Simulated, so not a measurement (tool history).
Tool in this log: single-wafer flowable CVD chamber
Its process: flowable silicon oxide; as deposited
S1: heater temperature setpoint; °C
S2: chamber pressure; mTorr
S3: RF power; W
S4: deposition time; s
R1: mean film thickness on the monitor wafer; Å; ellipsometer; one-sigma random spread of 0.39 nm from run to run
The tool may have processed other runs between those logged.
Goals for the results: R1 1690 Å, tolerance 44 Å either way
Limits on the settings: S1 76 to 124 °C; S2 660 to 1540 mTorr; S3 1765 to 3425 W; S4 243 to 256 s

{"run": 1, "day": 0.0, "S1": 100, "S2": 1100, "S3": 2595, "S4": 256, "R1": 2283}
{"run": 2, "day": 0.342, "S1": 94, "S2": 1100, "S3": 2595, "S4": 256, "R1": 2712.6}
{"run": 3, "day": 0.658, "S1": 94, "S2": 1100, "S3": 2945, "S4": 256, "R1": 2740.6}
{"run": 4, "day": 0.908, "S1": 94, "S2": 910, "S3": 2945, "S4": 256, "R1": 2251.8}
{"run": 5, "day": 1.112, "S1": 101, "S2": 910, "S3": 2945, "S4": 256, "R1": 1839.6}
{"run": 6, "day": 1.292, "S1": 110, "S2": 910, "S3": 2945, "S4": 256, "R1": 1407.1}
{"run": 7, "day": 1.433, "S1": 109, "S2": 910, "S3": 2945, "S4": 256, "R1": 1448.9}
{"run": 8, "day": 1.546, "S1": 108, "S2": 910, "S3": 2945, "S4": 256, "R1": 1492.1}
{"run": 9, "day": 1.762, "S1": 107, "S2": 910, "S3": 2945, "S4": 256, "R1": 1537.7}

Next run, 4 choices. One meets every target within its allowed miss, the rest don't. Which?
{"run": "A", "day": 1.979, "S1": 105, "S2": 950, "S3": 3050, "S4": 256, "R1": "?"}
{"run": "B", "day": 1.979, "S1": 105, "S2": 1010, "S3": 2460, "S4": 251, "R1": "?"}
{"run": "C", "day": 1.979, "S1": 109, "S2": 1150, "S3": 2495, "S4": 256, "R1": "?"}
{"run": "D", "day": 1.979, "S1": 101, "S2": 880, "S3": 3060, "S4": 256, "R1": "?"}

move=A R1=1707.1
move=B R1=1753.6
move=C R1=1807.9
move=D R1=1779.6
A: each result inside its tolerance
B: takes the biggest miss from the last run beyond its target
C: takes the biggest miss from the last run beyond its target
D: takes the biggest miss from the last run beyond its target
A is the move that brings every result within its allowed miss.

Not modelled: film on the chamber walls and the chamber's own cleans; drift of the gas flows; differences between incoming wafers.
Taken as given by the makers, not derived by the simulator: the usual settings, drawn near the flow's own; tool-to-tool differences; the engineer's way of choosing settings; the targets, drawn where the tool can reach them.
